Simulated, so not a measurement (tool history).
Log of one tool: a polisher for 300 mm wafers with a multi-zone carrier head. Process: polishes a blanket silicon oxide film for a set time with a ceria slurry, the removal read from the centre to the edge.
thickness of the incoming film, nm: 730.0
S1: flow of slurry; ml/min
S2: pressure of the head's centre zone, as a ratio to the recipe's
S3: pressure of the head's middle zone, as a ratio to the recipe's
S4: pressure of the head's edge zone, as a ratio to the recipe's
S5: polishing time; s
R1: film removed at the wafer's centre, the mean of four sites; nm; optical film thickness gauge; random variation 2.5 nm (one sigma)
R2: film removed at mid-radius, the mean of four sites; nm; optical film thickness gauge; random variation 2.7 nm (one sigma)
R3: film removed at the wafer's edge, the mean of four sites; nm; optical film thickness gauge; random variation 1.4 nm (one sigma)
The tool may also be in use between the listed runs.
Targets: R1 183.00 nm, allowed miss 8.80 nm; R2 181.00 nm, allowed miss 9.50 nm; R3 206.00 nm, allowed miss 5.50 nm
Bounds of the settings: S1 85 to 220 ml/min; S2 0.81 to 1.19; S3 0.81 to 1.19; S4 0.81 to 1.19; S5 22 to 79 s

run 1 hour=0.0 | S1=140 S2=1.00 S3=1.00 S4=1.00 S5=50 | R1=173.54 R2=165.85 R3=170.95
run 2 hour=4.1 | S1=140 S2=0.96 S3=1.00 S4=1.00 S5=50 | R1=163.22 R2=167.10 R3=170.01
run 3 hour=7.0 | S1=140 S2=0.96 S3=1.00 S4=1.00 S5=61 | R1=200.72 R2=208.51 R3=205.56
run 4 hour=8.4 | S1=130 S2=0.95 S3=0.97 S4=1.02 S5=61 | R1=188.01 R2=200.55 R3=206.70
run 5 hour=10.7 | S1=125 S2=0.96 S3=0.94 S4=1.02 S5=61 | R1=193.55 R2=197.09 R3=207.37
run 6 hour=11.7 | S1=125 S2=0.96 S3=1.01 S4=1.02 S5=61 | R1=193.68 R2=203.28 R3=202.85
run 7 hour=14.2 | S1=120 S2=0.96 S3=0.97 S4=1.04 S5=61 | R1=188.17 R2=196.41 R3=205.57
run 8 hour=17.0 | S1=120 S2=0.96 S3=0.97 S4=1.04 S5=61 | R1=193.14 R2=188.87 R3=208.17
run 9 hour=25.3 | S1=115 S2=0.95 S3=0.97 S4=1.04 S5=61 | R1=186.85 R2=189.54 R3=206.57
run 10 hour=30.1 | S1=110 S2=0.95 S3=0.96 S4=1.04 S5=61 | R1=186.05 R2=189.73 R3=204.36

Which of these 4 next moves meets every target?
run A hour=34.9 | S1=125 S2=1.04 S3=0.87 S4=1.08 S5=59 | R1=? R2=? R3=?
run B hour=34.9 | S1=105 S2=0.94 S3=0.92 S4=1.08 S5=60 | R1=? R2=? R3=?
run C hour=34.9 | S1=140 S2=0.90 S3=0.97 S4=0.99 S5=62 | R1=? R2=? R3=?
run D hour=34.9 | S1=155 S2=0.82 S3=0.87 S4=1.12 S5=60 | R1=? R2=? R3=?

move=A R1=204.96 R2=175.11 R3=204.80
move=B R1=182.16 R2=180.50 R3=203.98
move=C R1=190.10 R2=203.56 R3=208.33
move=D R1=170.27 R2=184.23 R3=217.26
A: brings the result that was furthest off to its target, and leaves another outside
B: meets every target
C: further off than the last run
D: brings the result that was furthest off to its target, and leaves another outside
Move B is the one to make.

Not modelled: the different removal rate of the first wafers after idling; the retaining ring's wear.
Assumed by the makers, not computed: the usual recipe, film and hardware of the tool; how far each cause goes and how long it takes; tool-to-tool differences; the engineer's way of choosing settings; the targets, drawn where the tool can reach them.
